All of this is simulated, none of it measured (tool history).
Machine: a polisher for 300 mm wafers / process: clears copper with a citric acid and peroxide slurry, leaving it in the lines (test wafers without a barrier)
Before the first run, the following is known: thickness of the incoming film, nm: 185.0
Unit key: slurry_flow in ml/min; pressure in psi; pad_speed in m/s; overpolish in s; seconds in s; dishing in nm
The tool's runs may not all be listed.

run,hour,slurry_flow,pressure,pad_speed,slurry_solids,overpolish,seconds,dishing
1,0,215,2.3,1.18,1,28,97.035,31.849
2,1,215,2.7,1.18,1,28,83.435,35.929
3,3.4,245,2.7,1.18,1,28,82.949,37.651
4,9.2,245,2.4,1.18,1,28,93.855,33.226
5,13.6,245,2.4,1.18,1,26,95.733,31.825
6,21.4,245,2.4,1.02,1,26,104.96,29.219
7,26.8,240,2.5,1.02,1,24,101.55,27.731
8,27.5,240,2.6,1.02,1,22,95.138,26.797
9,28.6,250,3.1,1.02,1,9,81.014,13.77
10,36.7,240,2.8,1.22,1,18,78.77,26.839
11,41.3,240,2.8,1.2,1,18,78.297,25.709
12,42.9,235,2.9,1.16,1,16,77.854,24.131
13,48.8,235,2.9,1.14,1,15,82.247,22.7

For run 14, what comes out?
# hour 51.8: worn pad replaced by a new one
14,51.8,240,2.9,1.14,1,15,?,?

{"run 14": {"seconds": 69.522, "dishing": 25.323}}

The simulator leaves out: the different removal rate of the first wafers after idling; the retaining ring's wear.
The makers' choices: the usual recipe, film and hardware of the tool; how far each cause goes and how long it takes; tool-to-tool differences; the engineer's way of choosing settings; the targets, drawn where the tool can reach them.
